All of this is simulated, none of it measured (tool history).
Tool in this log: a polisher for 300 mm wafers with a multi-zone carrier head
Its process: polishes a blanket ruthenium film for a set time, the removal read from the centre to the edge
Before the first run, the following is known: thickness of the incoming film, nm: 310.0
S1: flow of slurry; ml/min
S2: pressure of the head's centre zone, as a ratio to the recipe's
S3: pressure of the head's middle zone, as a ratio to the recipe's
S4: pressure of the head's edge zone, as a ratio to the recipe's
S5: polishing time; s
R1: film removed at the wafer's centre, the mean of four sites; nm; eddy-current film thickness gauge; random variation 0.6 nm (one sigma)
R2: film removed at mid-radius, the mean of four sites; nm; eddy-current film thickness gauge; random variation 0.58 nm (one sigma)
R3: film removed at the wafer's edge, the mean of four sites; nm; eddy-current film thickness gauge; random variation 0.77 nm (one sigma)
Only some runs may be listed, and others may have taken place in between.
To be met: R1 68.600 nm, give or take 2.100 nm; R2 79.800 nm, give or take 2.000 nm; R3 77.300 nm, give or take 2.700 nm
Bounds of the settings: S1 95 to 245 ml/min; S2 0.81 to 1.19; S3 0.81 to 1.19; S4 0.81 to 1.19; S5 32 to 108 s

run  hour   S1    S2    S3    S4  S5      R1      R2      R3
  1   0.0  155  1.00  1.00  1.00  70  60.016  62.831  63.375
  2   3.5  175  1.00  1.04  1.05  71  63.371  67.651  68.245
  3  11.6  175  1.00  0.98  1.05  71  64.177  64.971  69.339
  4  14.6  175  1.00  0.98  1.09  71  63.879  64.733  70.653
  5  19.7  175  1.00  0.98  1.09  55  49.284  50.791  53.255
  6  23.2  190  1.00  1.04  1.11  61  56.757  60.922  61.898
  7  29.9  235  1.00  1.14  1.19  67  65.510  74.785  72.525
  8  36.1  235  1.00  1.14  1.19  67  65.884  74.162  71.659
  9  43.4  235  0.99  1.14  1.19  69  66.391  76.769  72.598

Which single option among these 4 for the next run brings every result within its allowed miss of target? Just one does.
  A  50.7  185  1.00  1.16  1.18  74   ?   ?   ?
  B  50.7  205  0.83  1.04  1.19  77   ?   ?   ?
  C  50.7  215  0.97  1.18  1.17  74   ?   ?   ?
  D  50.7  175  0.95  1.01  1.19  77   ?   ?   ?

move      R1      R2      R3
   A  68.269  79.117  75.087
   B  64.995  76.891  79.988
   C  69.676  83.179  76.625
   D  67.550  72.092  77.839
A: hits every target within its allowed miss
B: the furthest-off result lands on target, but another misses its tolerance
C: the furthest-off result lands on target, but another misses its tolerance
D: the furthest-off result lands on target, but another misses its tolerance
A meets every target.
